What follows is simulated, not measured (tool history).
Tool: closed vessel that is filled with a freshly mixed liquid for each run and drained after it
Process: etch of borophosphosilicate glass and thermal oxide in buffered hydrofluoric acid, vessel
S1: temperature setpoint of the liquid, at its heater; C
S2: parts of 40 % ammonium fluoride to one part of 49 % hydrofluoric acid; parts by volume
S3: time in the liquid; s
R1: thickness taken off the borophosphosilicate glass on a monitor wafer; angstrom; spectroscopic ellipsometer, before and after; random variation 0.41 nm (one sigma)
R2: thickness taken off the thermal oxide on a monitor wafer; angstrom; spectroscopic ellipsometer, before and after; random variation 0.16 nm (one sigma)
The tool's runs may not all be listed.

| run | hour | S1 | S2 | S3 | R1 | R2 |
|---|---|---|---|---|---|---|
| 1 | 0 | 21 | 10 | 60 | 1493.1 | 529.54 |
| 2 | 1.6 | 21 | 10 | 40 | 981.63 | 348.34 |
| 3 | 3 | 18.5 | 10 | 40 | 857.65 | 300.64 |
| 4 | 4.8 | 18.5 | 10 | 60 | 1277.5 | 459.88 |
| 5 | 9.8 | 18.5 | 10 | 35 | 744.57 | 264.94 |
| 6 | 11.8 | 21 | 10 | 35 | 847.55 | 304.28 |
|  | 12.9 | thermometer replaced |
| 7 | 12.9 | 20.5 | 10.5 | 35 | 889.26 | 319.47 |

The next listed run, before its measurement:
| 8 | 15.9 | 20 | 10 | 35 | ? | ? |

{"run 8": {"R1": 905.72, "R2": 325.52}}
